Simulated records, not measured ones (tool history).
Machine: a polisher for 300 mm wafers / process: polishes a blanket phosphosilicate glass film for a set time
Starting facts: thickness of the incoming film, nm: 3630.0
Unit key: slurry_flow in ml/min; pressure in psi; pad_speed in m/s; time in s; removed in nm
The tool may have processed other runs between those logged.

run	hour	slurry_flow	pressure	pad_speed	slurry_solids	time	removed
1	0	140	4	1.26	1	42	586.53
2	7.2	140	3.8	1.26	1	42	551.75
3	9	115	3.8	1.26	1	42	538.09
4	13.9	115	3.8	1.26	0.9	42	504.8
5	21.5	135	3.8	1.26	0.9	42	512.97
6	23	135	3.7	1.26	0.9	42	501.97
7	26.2	135	3.6	1.26	0.9	42	492.71
8	34.1	130	2.7	1.24	0.9	42	378.58

Run 9, settings as shown, results not yet in. Your forecast:
9	38.4	130	2.8	1.24	0.9	42	?

Run 9 measured removed 376.47 nm.
